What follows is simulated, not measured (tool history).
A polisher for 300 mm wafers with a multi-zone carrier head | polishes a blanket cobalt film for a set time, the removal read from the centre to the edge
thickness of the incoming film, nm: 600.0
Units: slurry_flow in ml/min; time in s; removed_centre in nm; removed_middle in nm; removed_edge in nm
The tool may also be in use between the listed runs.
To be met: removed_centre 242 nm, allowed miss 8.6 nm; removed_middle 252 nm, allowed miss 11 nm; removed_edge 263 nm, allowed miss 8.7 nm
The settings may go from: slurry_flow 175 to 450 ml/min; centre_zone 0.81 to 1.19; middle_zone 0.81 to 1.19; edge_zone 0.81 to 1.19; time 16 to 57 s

Run 1, hour 0: slurry_flow 290 ml/min, centre_zone 1, middle_zone 1, edge_zone 1, time 36 s. Result: removed_centre 208.88 nm, removed_middle 223.28 nm, removed_edge 223.65 nm.
Run 2, hour 1.5: slurry_flow 355 ml/min, centre_zone 1, middle_zone 1, edge_zone 1, time 36 s. Result: removed_centre 212.79 nm, removed_middle 227.17 nm, removed_edge 221.72 nm.
Run 3, hour 8.4: slurry_flow 355 ml/min, centre_zone 1, middle_zone 1, edge_zone 1, time 28 s. Result: removed_centre 167.3 nm, removed_middle 178.88 nm, removed_edge 172.12 nm.
Run 4, hour 13.8: slurry_flow 345 ml/min, centre_zone 1.01, middle_zone 1.01, edge_zone 1.04, time 32 s. Result: removed_centre 192.42 nm, removed_middle 207.32 nm, removed_edge 205.67 nm.
Run 5, hour 16.7: slurry_flow 345 ml/min, centre_zone 1.01, middle_zone 1.09, edge_zone 1.04, time 32 s. Result: removed_centre 188.33 nm, removed_middle 210.89 nm, removed_edge 204.09 nm.
Run 6, hour 24.3: slurry_flow 345 ml/min, centre_zone 1.04, middle_zone 1.09, edge_zone 1.08, time 34 s. Result: removed_centre 211.78 nm, removed_middle 227.31 nm, removed_edge 219.81 nm.
Run 7, hour 33.1: slurry_flow 335 ml/min, centre_zone 1.04, middle_zone 1.07, edge_zone 1.11, time 35 s. Result: removed_centre 216.44 nm, removed_middle 235.11 nm, removed_edge 231.3 nm.
Run 8, hour 42.1: slurry_flow 325 ml/min, centre_zone 1.05, middle_zone 1.05, edge_zone 1.13, time 36 s. Result: removed_centre 225.86 nm, removed_middle 232.08 nm, removed_edge 238.16 nm.
At hour 48.4: centre zone pressure recalibrated.
Run 9, hour 48.4: slurry_flow 355 ml/min, centre_zone 1.04, middle_zone 1.07, edge_zone 1.19, time 39 s. Result: removed_centre 257.69 nm, removed_middle 259.22 nm, removed_edge 262.53 nm.
Run 10, hour 56.4: slurry_flow 335 ml/min, centre_zone 1.03, middle_zone 1.06, edge_zone 1.19, time 39 s. Result: removed_centre 249.69 nm, removed_middle 260 nm, removed_edge 264.66 nm.
Run 11, hour 57.2: slurry_flow 325 ml/min, centre_zone 1.03, middle_zone 1.05, edge_zone 1.19, time 39 s. Result: removed_centre 255.27 nm, removed_middle 254.86 nm, removed_edge 265.43 nm.

5 next moves are on the table. One of them brings every result within its allowed miss. Which?
Run A, hour 58: slurry_flow 330 ml/min, centre_zone 1.12, middle_zone 1.07, edge_zone 1.13, time 39 s. Result: removed_centre ?, removed_middle ?, removed_edge ?.
Run B, hour 58: slurry_flow 380 ml/min, centre_zone 1.06, middle_zone 1.01, edge_zone 1.11, time 39 s. Result: removed_centre ?, removed_middle ?, removed_edge ?.
Run C, hour 58: slurry_flow 355 ml/min, centre_zone 1.05, middle_zone 1.02, edge_zone 1.19, time 39 s. Result: removed_centre ?, removed_middle ?, removed_edge ?.
Run D, hour 58: slurry_flow 190 ml/min, centre_zone 1.16, middle_zone 1.01, edge_zone 1.19, time 41 s. Result: removed_centre ?, removed_middle ?, removed_edge ?.
Run E, hour 58: slurry_flow 345 ml/min, centre_zone 0.96, middle_zone 1.01, edge_zone 1.15, time 39 s. Result: removed_centre ?, removed_middle ?, removed_edge ?.

move  removed_centre  removed_middle  removed_edge
   A          282.34          264.33        255.26
   B           270.7          258.16        255.53
   C          266.46          258.25        263.69
   D          283.03          248.65        260.82
   E          242.76          256.15        258.55
A: further off than the last run
B: further off than the last run
C: further off than the last run
D: further off than the last run
E: meets every target
Move E is the one to make.
